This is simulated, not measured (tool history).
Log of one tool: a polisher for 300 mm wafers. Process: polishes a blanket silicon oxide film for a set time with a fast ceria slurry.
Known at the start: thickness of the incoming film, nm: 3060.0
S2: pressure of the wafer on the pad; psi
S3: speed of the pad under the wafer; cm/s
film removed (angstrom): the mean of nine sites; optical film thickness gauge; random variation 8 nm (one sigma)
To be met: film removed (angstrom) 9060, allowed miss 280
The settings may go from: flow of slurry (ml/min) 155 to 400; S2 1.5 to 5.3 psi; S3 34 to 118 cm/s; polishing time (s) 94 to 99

Run 1, day 0: flow of slurry (ml/min) 255, S2 3.4 psi, S3 76 cm/s, polishing time (s) 94. Result: film removed (angstrom) 11684.
Run 2, day 0.317: flow of slurry (ml/min) 310, S2 3.4 psi, S3 76 cm/s, polishing time (s) 94. Result: film removed (angstrom) 11804.
Run 3, day 0.446: flow of slurry (ml/min) 310, S2 3.2 psi, S3 76 cm/s, polishing time (s) 94. Result: film removed (angstrom) 11235.
Run 4, day 0.8: flow of slurry (ml/min) 310, S2 3.1 psi, S3 76 cm/s, polishing time (s) 94. Result: film removed (angstrom) 11015.
Run 5, day 0.883: flow of slurry (ml/min) 310, S2 3 psi, S3 76 cm/s, polishing time (s) 94. Result: film removed (angstrom) 10793.
Run 6, day 1.15: flow of slurry (ml/min) 310, S2 3 psi, S3 76 cm/s, polishing time (s) 99. Result: film removed (angstrom) 11169.
Run 7, day 1.504: flow of slurry (ml/min) 310, S2 2.9 psi, S3 76 cm/s, polishing time (s) 99. Result: film removed (angstrom) 10983.
Run 8, day 1.825: flow of slurry (ml/min) 310, S2 2.8 psi, S3 76 cm/s, polishing time (s) 99. Result: film removed (angstrom) 10725.
Run 9, day 2.054: flow of slurry (ml/min) 310, S2 2.8 psi, S3 76 cm/s, polishing time (s) 99. Result: film removed (angstrom) 10847.
Run 10, day 2.121: flow of slurry (ml/min) 310, S2 2.7 psi, S3 76 cm/s, polishing time (s) 99. Result: film removed (angstrom) 10469.
Run 11, day 2.362: flow of slurry (ml/min) 310, S2 2.6 psi, S3 76 cm/s, polishing time (s) 99. Result: film removed (angstrom) 10290.
Run 12, day 2.467: flow of slurry (ml/min) 310, S2 2.5 psi, S3 76 cm/s, polishing time (s) 99. Result: film removed (angstrom) 9984.8.
Run 13, day 2.667: flow of slurry (ml/min) 310, S2 2.4 psi, S3 76 cm/s, polishing time (s) 99. Result: film removed (angstrom) 9481.6.

4 next moves are on the table. One of them brings every result within its allowed miss. Which?
Run A, day 2.867: flow of slurry (ml/min) 305, S2 2.6 psi, S3 74 cm/s, polishing time (s) 95. Result: film removed (angstrom) ?.
Run B, day 2.867: flow of slurry (ml/min) 335, S2 2.5 psi, S3 72 cm/s, polishing time (s) 94. Result: film removed (angstrom) ?.
Run C, day 2.867: flow of slurry (ml/min) 370, S2 2.2 psi, S3 80 cm/s, polishing time (s) 99. Result: film removed (angstrom) ?.
Run D, day 2.867: flow of slurry (ml/min) 245, S2 2.2 psi, S3 84 cm/s, polishing time (s) 99. Result: film removed (angstrom) ?.

move  film removed (angstrom)
   A                   9647.4
   B                   9186.9
   C                     9574
   D                   9591.1
A: further off than the last run
B: meets every target
C: further off than the last run
D: further off than the last run
Move B is the one to make.
